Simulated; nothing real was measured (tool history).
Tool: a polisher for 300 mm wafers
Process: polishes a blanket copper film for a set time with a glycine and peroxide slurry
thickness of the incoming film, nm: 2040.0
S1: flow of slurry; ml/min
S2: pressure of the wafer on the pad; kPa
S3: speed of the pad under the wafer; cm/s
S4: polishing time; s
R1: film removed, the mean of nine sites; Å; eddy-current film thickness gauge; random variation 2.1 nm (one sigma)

Run 1, hour 0: S1 240 ml/min, S2 22.1 kPa, S3 90 cm/s, S4 19 s. Result: R1 987.82 Å.
Run 2, hour 8.4: S1 240 ml/min, S2 17.9 kPa, S3 90 cm/s, S4 19 s. Result: R1 852.15 Å.
Run 3, hour 9: S1 240 ml/min, S2 17.9 kPa, S3 82 cm/s, S4 19 s. Result: R1 801.13 Å.
Run 4, hour 17.9: S1 210 ml/min, S2 17.9 kPa, S3 82 cm/s, S4 19 s. Result: R1 782.97 Å.
Run 5, hour 20: S1 215 ml/min, S2 20.7 kPa, S3 86 cm/s, S4 19 s. Result: R1 896.76 Å.
At hour 28.5: slurry nozzle cleaned.
Run 6, hour 28.5: S1 215 ml/min, S2 20.7 kPa, S3 72 cm/s, S4 19 s. Result: R1 832.38 Å.

Forecast run 7:
Run 7, hour 29.2: S1 235 ml/min, S2 26.9 kPa, S3 98 cm/s, S4 19 s. Result: R1 ?.

R1: 1245.2 Å

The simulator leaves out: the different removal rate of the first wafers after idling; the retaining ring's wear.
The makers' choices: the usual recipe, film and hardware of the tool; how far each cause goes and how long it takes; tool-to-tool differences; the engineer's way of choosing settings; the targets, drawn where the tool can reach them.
